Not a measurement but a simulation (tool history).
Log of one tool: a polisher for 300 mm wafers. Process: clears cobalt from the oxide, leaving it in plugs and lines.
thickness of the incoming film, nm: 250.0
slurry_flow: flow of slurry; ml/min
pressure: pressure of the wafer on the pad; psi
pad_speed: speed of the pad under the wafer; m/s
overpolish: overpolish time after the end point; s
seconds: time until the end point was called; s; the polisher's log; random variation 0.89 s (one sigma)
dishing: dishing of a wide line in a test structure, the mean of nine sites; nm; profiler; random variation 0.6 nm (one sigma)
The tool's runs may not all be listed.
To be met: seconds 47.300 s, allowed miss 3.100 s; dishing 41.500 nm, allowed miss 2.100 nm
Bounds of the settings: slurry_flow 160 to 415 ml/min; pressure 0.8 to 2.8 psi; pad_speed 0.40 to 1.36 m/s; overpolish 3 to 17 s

| run | hour | slurry_flow | pressure | pad_speed | overpolish | seconds | dishing |
|---|---|---|---|---|---|---|---|
| 1 | 0.0 | 265 | 1.8 | 0.88 | 9 | 63.187 | 27.094 |
| 2 | 1.4 | 205 | 1.8 | 0.88 | 9 | 65.454 | 26.922 |
| 3 | 6.5 | 205 | 1.8 | 0.88 | 7 | 62.597 | 22.427 |
| 4 | 10.8 | 205 | 1.8 | 0.98 | 7 | 59.822 | 24.010 |
| 5 | 13.4 | 205 | 2.0 | 0.98 | 7 | 52.786 | 26.106 |
| 6 | 19.3 | 205 | 2.0 | 0.98 | 9 | 53.110 | 31.004 |
| 7 | 22.1 | 205 | 2.2 | 1.00 | 12 | 48.129 | 38.654 |
| 8 | 27.8 | 205 | 2.2 | 1.00 | 13 | 49.022 | 38.709 |
| 9 | 30.8 | 205 | 2.2 | 1.00 | 13 | 47.720 | 38.545 |

Which of these 4 next moves meets every target?
| A | 33.8 | 175 | 2.3 | 1.20 | 10 | ? | ? |
| B | 33.8 | 160 | 2.5 | 0.94 | 15 | ? | ? |
| C | 33.8 | 220 | 2.4 | 0.92 | 12 | ? | ? |
| D | 33.8 | 160 | 2.1 | 0.90 | 13 | ? | ? |

| move | seconds | dishing |
|---|---|---|
| A | 38.750 | 38.973 |
| B | 46.106 | 42.848 |
| C | 46.446 | 39.054 |
| D | 57.019 | 36.843 |
A: further off than the last run
B: meets every target
C: nearer than the last run, and not there yet
D: further off than the last run
The right move is B.
